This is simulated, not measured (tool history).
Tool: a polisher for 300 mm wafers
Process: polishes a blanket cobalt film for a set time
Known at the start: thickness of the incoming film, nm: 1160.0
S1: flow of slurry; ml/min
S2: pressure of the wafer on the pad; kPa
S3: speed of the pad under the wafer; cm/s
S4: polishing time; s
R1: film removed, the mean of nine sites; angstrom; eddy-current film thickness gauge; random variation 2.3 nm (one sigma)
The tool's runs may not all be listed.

| run | hour | S1 | S2 | S3 | S4 | R1 |
|---|---|---|---|---|---|---|
| 1 | 0 | 225 | 9.7 | 86 | 59 | 1903.8 |
| 2 | 2.2 | 175 | 9.7 | 86 | 59 | 1834.4 |
| 3 | 6.3 | 175 | 7.6 | 86 | 59 | 1530.1 |
| 4 | 8.8 | 210 | 7.6 | 86 | 59 | 1566.8 |
| 5 | 11.5 | 225 | 9.7 | 86 | 59 | 1923 |
| 6 | 12.2 | 245 | 11 | 86 | 59 | 2189.7 |
| 7 | 13.7 | 255 | 11.7 | 86 | 59 | 2294.7 |
| 8 | 21.9 | 260 | 12.4 | 86 | 59 | 2414.1 |
| 9 | 28.5 | 265 | 13.1 | 86 | 59 | 2471.8 |
| 10 | 37 | 275 | 13.8 | 86 | 59 | 2654.1 |

Run 11 comes next. What will it give?
| 11 | 41.4 | 280 | 14.5 | 86 | 59 | ? |

Run 11 gave R1 2757.3 angstrom.
